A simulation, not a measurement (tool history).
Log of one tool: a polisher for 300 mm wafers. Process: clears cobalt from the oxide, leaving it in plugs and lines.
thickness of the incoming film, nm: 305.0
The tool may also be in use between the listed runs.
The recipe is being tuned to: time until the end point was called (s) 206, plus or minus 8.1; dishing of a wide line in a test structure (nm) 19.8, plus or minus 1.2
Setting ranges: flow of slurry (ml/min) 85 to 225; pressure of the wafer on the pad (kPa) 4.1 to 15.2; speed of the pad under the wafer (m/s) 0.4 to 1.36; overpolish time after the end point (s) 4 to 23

| run | hour | flow of slurry (ml/min) | pressure of the wafer on the pad (kPa) | speed of the pad under the wafer (m/s) | overpolish time after the end point (s) | time until the end point was called (s) | dishing of a wide line in a test structure (nm) |
|---|---|---|---|---|---|---|---|
| 1 | 0 | 145 | 9.7 | 0.88 | 12 | 138.82 | 21.058 |
| 2 | 4.6 | 180 | 9.7 | 0.88 | 12 | 130.49 | 21.397 |
| 3 | 8.1 | 200 | 9.7 | 0.88 | 12 | 130.34 | 21.283 |
| 4 | 9 | 200 | 9 | 0.88 | 13 | 140.4 | 21.094 |
| 5 | 17 | 200 | 9 | 0.88 | 11 | 140.67 | 18.778 |
| 6 | 20.2 | 200 | 9 | 0.88 | 9 | 140.31 | 16.899 |
| 7 | 26.2 | 195 | 8.3 | 0.88 | 11 | 153.93 | 17.919 |
| 8 | 33.1 | 155 | 5.5 | 0.88 | 17 | 232.56 | 18.387 |
| 9 | 41 | 160 | 5.5 | 0.88 | 17 | 234.89 | 18.424 |
| 10 | 44.8 | 165 | 5.5 | 0.88 | 17 | 236.31 | 18.169 |
| 11 | 45.3 | 165 | 5.5 | 0.88 | 17 | 230.27 | 18.798 |
| 12 | 49.1 | 170 | 5.5 | 0.88 | 17 | 228.19 | 18.826 |
| 13 | 52.6 | 175 | 5.5 | 0.88 | 17 | 226.73 | 18.621 |
| 14 | 59.7 | 180 | 5.5 | 0.88 | 17 | 228.6 | 18.389 |

Which one of the following 5 next-run settings gets every result inside its allowed miss? There is exactly one.
| A | 66.8 | 155 | 6.2 | 0.86 | 13 | ? | ? |
| B | 66.8 | 145 | 6.9 | 0.78 | 17 | ? | ? |
| C | 66.8 | 190 | 6.2 | 0.92 | 16 | ? | ? |
| D | 66.8 | 190 | 6.2 | 0.7 | 19 | ? | ? |
| E | 66.8 | 185 | 5.5 | 0.88 | 21 | ? | ? |

| move | time until the end point was called (s) | dishing of a wide line in a test structure (nm) |
|---|---|---|
| A | 209.32 | 15.773 |
| B | 206.21 | 19.478 |
| C | 192.56 | 19.581 |
| D | 236.75 | 19.149 |
| E | 223.8 | 21.347 |
A: the furthest-off result lands on target, but another misses its tolerance
B: every result lands within tolerance
C: the result that was furthest off in the last run now lies on the other side of its target
D: further off than the last run
E: better than the last run, though not everything is in spec
So the answer is move B, the one that meets all the targets.
